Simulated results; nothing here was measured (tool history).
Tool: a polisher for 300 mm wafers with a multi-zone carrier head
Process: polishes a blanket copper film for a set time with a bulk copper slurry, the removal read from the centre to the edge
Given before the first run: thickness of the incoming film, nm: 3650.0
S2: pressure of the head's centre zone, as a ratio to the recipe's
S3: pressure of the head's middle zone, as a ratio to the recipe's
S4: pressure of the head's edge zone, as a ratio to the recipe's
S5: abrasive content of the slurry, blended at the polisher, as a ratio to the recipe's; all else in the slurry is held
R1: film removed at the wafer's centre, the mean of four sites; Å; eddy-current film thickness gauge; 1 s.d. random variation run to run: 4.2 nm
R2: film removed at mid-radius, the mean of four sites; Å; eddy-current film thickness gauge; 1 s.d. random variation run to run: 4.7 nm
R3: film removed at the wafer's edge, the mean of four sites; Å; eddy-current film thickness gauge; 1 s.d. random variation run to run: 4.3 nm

{"run": 1, "hour": 0.0, "flow of slurry (ml/min)": 295, "S2": 1, "S3": 1, "S4": 1, "S5": 1, "polishing time (s)": 52, "R1": 6749.5, "R2": 6443.4, "R3": 6756.2}
{"run": 2, "hour": 5.5, "flow of slurry (ml/min)": 295, "S2": 0.95, "S3": 1, "S4": 1, "S5": 1, "polishing time (s)": 52, "R1": 6555.7, "R2": 6465.8, "R3": 6500.1}
{"run": 3, "hour": 12.4, "flow of slurry (ml/min)": 295, "S2": 0.95, "S3": 1, "S4": 1, "S5": 1, "polishing time (s)": 64, "R1": 7981.5, "R2": 8075.2, "R3": 8041.4}
{"run": 4, "hour": 18.1, "flow of slurry (ml/min)": 310, "S2": 0.97, "S3": 0.99, "S4": 0.95, "S5": 0.9, "polishing time (s)": 54, "R1": 6766.9, "R2": 6799.1, "R3": 6519.5}
{"run": 5, "hour": 20.1, "flow of slurry (ml/min)": 310, "S2": 0.97, "S3": 0.99, "S4": 0.95, "S5": 1, "polishing time (s)": 54, "R1": 6873.3, "R2": 6605.9, "R3": 6699.7}
{"run": 6, "hour": 26.9, "flow of slurry (ml/min)": 310, "S2": 0.98, "S3": 0.96, "S4": 0.92, "S5": 0.9, "polishing time (s)": 46, "R1": 5973.9, "R2": 5587.9, "R3": 5708.4}
{"run": 7, "hour": 35.8, "flow of slurry (ml/min)": 300, "S2": 1, "S3": 0.95, "S4": 0.89, "S5": 0.8, "polishing time (s)": 40, "R1": 5129.5, "R2": 4798.9, "R3": 4779.7}
{"run": 8, "hour": 43.7, "flow of slurry (ml/min)": 295, "S2": 1.02, "S3": 0.93, "S4": 0.87, "S5": 0.75, "polishing time (s)": 37, "R1": 4780.7, "R2": 4139.4, "R3": 4212.6}

The next listed run, before its measurement:
{"run": 9, "hour": 45.3, "flow of slurry (ml/min)": 280, "S2": 1.01, "S3": 0.92, "S4": 0.86, "S5": 0.7, "polishing time (s)": 36, "R1": "?", "R2": "?", "R3": "?"}

{"run 9": {"R1": 4583.7, "R2": 4016.6, "R3": 4027.8}}

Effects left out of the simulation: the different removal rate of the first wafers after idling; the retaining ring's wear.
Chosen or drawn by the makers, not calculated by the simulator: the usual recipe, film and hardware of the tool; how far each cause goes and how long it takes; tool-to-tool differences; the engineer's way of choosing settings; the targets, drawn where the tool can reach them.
